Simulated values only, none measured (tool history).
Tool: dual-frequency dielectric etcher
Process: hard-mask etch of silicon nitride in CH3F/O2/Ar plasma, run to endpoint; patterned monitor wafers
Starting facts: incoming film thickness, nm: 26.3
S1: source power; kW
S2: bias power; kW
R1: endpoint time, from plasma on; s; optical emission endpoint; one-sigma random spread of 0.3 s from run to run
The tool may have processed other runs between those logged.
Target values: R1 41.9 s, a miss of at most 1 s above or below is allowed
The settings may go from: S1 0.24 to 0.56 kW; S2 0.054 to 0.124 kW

Run 1, hour 0: S1 0.4 kW, S2 0.089 kW. Result: R1 34.394 s.
Run 2, hour 1.8: S1 0.36 kW, S2 0.085 kW. Result: R1 36.512 s.
Run 3, hour 9.3: S1 0.41 kW, S2 0.085 kW. Result: R1 35.091 s.
Run 4, hour 12.3: S1 0.38 kW, S2 0.081 kW. Result: R1 36.106 s.
Run 5, hour 19.6: S1 0.35 kW, S2 0.077 kW. Result: R1 37.968 s.
Run 6, hour 25.8: S1 0.35 kW, S2 0.087 kW. Result: R1 36.481 s.
Run 7, hour 26.9: S1 0.33 kW, S2 0.084 kW. Result: R1 37.472 s.
Run 8, hour 27.5: S1 0.31 kW, S2 0.081 kW. Result: R1 38.84 s.
Run 9, hour 34: S1 0.3 kW, S2 0.08 kW. Result: R1 39.5 s.
Run 10, hour 42.1: S1 0.29 kW, S2 0.079 kW. Result: R1 39.968 s.
Run 11, hour 43.9: S1 0.29 kW, S2 0.079 kW. Result: R1 39.82 s.
Run 12, hour 44.8: S1 0.24 kW, S2 0.075 kW. Result: R1 43.171 s.

Of the 4 settings listed for the next run, only one would bring every result within its allowed miss of target. Which one?
Run A, hour 45.7: S1 0.24 kW, S2 0.071 kW. Result: R1 ?.
Run B, hour 45.7: S1 0.29 kW, S2 0.083 kW. Result: R1 ?.
Run C, hour 45.7: S1 0.25 kW, S2 0.079 kW. Result: R1 ?.
Run D, hour 45.7: S1 0.3 kW, S2 0.083 kW. Result: R1 ?.

move      R1
   A  43.945
   B  39.204
   C   41.76
   D  38.797
A: lands further from the targets than the last run did
B: the result that was furthest off in the last run now lies on the other side of its target
C: all results land within tolerance of their targets
D: the result that was furthest off in the last run now lies on the other side of its target
Go with C: it meets all targets.
